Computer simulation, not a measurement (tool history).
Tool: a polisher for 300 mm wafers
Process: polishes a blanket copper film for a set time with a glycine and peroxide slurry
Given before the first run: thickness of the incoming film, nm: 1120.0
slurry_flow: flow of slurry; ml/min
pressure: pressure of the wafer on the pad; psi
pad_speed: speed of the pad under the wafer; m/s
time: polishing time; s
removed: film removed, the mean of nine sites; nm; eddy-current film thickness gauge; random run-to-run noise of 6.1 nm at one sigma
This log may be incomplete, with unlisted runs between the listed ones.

run  hour  slurry_flow  pressure  pad_speed  time  removed
  1     0          125       2.7          1    98   590.84
  2   8.8          130       2.7          1    98   604.94
  3  10.9          130       2.5          1    98   566.67
  4  11.7          135       2.5          1    98   567.86
  5  20.4          110       2.5          1    98   557.23
  6  23.3          110       2.6          1    98   577.83
  7    32          110       2.7          1    98   585.27
  8  34.9          110       2.8          1    98   607.83
  9    37          110       2.9          1    98   628.31

Predict the results of run 10:
 10    46          115       3.1          1    98        ?

{"run 10": {"removed": 671.29}}
